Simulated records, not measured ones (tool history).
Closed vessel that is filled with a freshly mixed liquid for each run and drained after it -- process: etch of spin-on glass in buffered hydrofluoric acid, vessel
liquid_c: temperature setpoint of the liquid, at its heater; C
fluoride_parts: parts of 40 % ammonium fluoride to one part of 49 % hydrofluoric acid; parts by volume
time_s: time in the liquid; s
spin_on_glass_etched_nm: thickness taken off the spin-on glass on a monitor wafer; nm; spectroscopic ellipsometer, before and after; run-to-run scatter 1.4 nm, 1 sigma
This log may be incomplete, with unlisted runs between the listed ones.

run    day  liquid_c  fluoride_parts  time_s  spin_on_glass_etched_nm
  1  0.000      20.0            12.5      95                   142.81
  2  0.129      20.0            12.5     100                   148.93
  3  0.150      20.0            10.5     100                   176.04
  4  0.288      20.5            10.5     100                   181.33
  5  0.392      20.5            10.5     100                   181.51
  6  0.421      18.0            10.5     100                   156.59
  7  0.742      19.0            10.5     100                   167.12

Run 8 comes next. What will it give?
  8  0.767      23.0            10.5     100                        ?

Run 8 yielded spin_on_glass_etched_nm 206.78 nm.
